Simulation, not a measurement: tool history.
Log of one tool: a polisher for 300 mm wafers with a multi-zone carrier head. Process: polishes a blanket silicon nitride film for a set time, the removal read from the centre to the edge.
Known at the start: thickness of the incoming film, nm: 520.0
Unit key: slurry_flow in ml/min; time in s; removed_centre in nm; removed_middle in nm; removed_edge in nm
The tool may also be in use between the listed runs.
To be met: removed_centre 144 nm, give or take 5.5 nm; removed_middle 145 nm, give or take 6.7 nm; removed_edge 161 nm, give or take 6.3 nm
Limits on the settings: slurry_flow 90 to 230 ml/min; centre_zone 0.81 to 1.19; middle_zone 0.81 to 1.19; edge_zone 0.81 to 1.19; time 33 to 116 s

run	hour	slurry_flow	centre_zone	middle_zone	edge_zone	time	removed_centre	removed_middle	removed_edge
1	0	150	1	1	1	74	114.97	120.72	122.71
2	2.7	150	1	1	0.92	74	115.37	121.49	116.68
3	4.8	150	0.94	1	0.92	74	108.85	120.69	117.97
4	13.7	155	0.95	0.99	0.96	77	113.84	128.83	124.56
5	19.4	150	0.97	0.98	1	80	118.05	127.31	131.07
6	20	175	0.97	0.98	1	80	124.61	132.42	134.78
7	23.6	180	0.98	0.98	1.03	81	124.84	135.6	135.66
8	24.8	175	0.99	0.97	1.05	83	128.64	135.6	144.43
9	32.5	180	1	0.97	1.06	84	137.38	138.02	143.5
# hour 38.5: centre zone pressure recalibrated
10	38.5	180	1	0.97	1.06	84	140.15	135.94	145.18
11	42.6	180	0.99	0.97	1.08	85	141.98	139.83	146.41
12	46	180	0.97	0.96	1.08	86	141.84	138.99	150.15
13	47.5	180	0.95	0.96	1.09	87	140.04	142.74	151.04

Exercise: of the 5 proposed moves below, exactly one satisfies all targets within the stated allowed misses. Which move is it?
A	49	145	0.92	0.91	1.04	96	?	?	?
B	49	200	0.99	1.03	1.04	84	?	?	?
C	49	210	0.91	1.03	1.05	85	?	?	?
D	49	225	1.05	1.07	0.99	80	?	?	?
E	49	220	1.08	1.04	1.03	81	?	?	?

move	removed_centre	removed_middle	removed_edge
A	146.53	142.69	158.46
B	145.78	144.22	143.33
C	136.46	146.92	146.4
D	149.83	143.67	134.68
E	155.56	141.78	138.78
A: all results in spec
B: the biggest miss grows against the last run
C: the biggest miss grows against the last run
D: the biggest miss grows against the last run
E: the biggest miss grows against the last run
The right move is A.

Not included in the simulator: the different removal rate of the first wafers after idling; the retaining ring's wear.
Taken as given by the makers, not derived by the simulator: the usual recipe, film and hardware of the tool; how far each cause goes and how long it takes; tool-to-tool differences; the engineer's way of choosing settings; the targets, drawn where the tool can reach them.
